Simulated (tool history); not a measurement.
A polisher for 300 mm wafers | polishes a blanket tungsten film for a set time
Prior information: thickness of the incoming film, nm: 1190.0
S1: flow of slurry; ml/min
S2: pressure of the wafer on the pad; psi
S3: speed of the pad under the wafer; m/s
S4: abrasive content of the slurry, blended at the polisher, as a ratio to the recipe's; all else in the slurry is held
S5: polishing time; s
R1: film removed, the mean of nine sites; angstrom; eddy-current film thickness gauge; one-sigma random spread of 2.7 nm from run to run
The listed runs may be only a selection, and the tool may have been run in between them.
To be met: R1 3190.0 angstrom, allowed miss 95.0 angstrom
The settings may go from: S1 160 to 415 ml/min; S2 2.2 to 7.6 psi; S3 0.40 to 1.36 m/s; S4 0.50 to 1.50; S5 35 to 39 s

run	hour	S1	S2	S3	S4	S5	R1
1	0.0	265	4.9	0.88	1.00	39	2099.1
2	7.2	265	4.9	0.88	1.00	39	2095.1
3	12.5	265	4.9	0.88	1.00	35	1894.0
4	20.6	270	5.7	0.88	1.00	35	2175.7
5	26.1	205	5.7	0.88	1.00	35	2127.2
6	29.7	205	5.7	0.88	0.90	35	2082.0
7	36.9	220	7.1	0.92	0.90	35	2729.2
8	38.1	225	7.3	0.94	0.90	35	2852.2
9	44.6	225	7.4	0.96	0.90	35	2929.0

Next run, 4 choices. One meets every target within its allowed miss, the rest don't. Which?
A	51.1	205	7.4	0.82	1.00	36	?
B	51.1	230	6.4	1.02	1.10	39	?
C	51.1	240	7.1	0.84	0.95	35	?
D	51.1	160	6.5	1.00	1.25	35	?

move	R1
A	2589.5
B	3106.0
C	2487.2
D	2742.5
A: the biggest miss grows against the last run
B: all results land within tolerance of their targets
C: the biggest miss grows against the last run
D: the biggest miss grows against the last run
The move that meets every target is B.

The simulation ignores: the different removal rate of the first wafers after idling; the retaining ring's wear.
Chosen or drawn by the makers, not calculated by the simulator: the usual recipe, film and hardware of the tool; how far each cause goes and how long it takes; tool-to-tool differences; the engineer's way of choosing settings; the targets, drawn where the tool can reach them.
